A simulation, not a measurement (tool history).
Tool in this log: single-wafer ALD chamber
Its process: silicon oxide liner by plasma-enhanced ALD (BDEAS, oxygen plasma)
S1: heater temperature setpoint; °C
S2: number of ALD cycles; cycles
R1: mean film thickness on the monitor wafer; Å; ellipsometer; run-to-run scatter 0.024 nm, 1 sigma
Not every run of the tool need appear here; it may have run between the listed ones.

| run | hour | S1 | S2 | R1 |
|---|---|---|---|---|
| 1 | 0.0 | 315 | 40 | 34.476 |
| 2 | 2.0 | 315 | 42 | 35.952 |
| 3 | 10.3 | 315 | 37 | 31.499 |
| 4 | 17.2 | 315 | 39 | 33.798 |
| 5 | 20.5 | 309 | 39 | 33.555 |
| 6 | 27.5 | 300 | 39 | 34.408 |

Run 7 is up next; what results do you expect?
| 7 | 32.7 | 299 | 40 | ? |

Run 7 gave R1 35.532 Å.
